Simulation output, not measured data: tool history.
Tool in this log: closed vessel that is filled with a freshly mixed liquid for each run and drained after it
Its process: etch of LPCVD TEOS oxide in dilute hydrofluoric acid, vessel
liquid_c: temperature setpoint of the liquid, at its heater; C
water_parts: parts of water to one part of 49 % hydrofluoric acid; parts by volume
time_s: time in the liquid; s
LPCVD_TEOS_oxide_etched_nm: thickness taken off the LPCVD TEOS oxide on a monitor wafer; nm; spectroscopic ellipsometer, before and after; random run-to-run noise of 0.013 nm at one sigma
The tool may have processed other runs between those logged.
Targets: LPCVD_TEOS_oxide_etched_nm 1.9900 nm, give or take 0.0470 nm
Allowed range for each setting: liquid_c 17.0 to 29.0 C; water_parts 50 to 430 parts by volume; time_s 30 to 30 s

run,hour,liquid_c,water_parts,time_s,LPCVD_TEOS_oxide_etched_nm
1,0.0,21.0,240,30,2.9793
2,7.6,20.5,250,30,2.8080
3,8.8,20.5,250,30,2.7552
4,11.9,18.5,250,30,2.5691
5,15.2,18.5,255,30,2.5134
6,23.1,20.5,255,30,2.7071
7,24.5,20.0,260,30,2.6097
8,33.5,19.5,265,30,2.5020
9,42.1,19.0,270,30,2.3766
10,44.3,19.0,270,30,2.3749
11,52.4,18.5,275,30,2.2815
12,57.5,18.5,280,30,2.2246

Below are 4 possible settings for the next run. Only one of them brings all results inside the allowed miss of their targets. Which is it?
A,62.6,18.5,275,30,?
B,62.6,19.0,325,30,?
C,62.6,23.0,350,30,?
D,62.6,17.0,280,30,?

move,LPCVD_TEOS_oxide_etched_nm
A,2.2854
B,1.8862
C,1.9733
D,2.1111
A: moves away from the targets compared with the last run
B: carries the result that was furthest off beyond its target, to the other side
C: every result lands within tolerance
D: closer than the last run, but not yet in spec
Move C is the one to make.

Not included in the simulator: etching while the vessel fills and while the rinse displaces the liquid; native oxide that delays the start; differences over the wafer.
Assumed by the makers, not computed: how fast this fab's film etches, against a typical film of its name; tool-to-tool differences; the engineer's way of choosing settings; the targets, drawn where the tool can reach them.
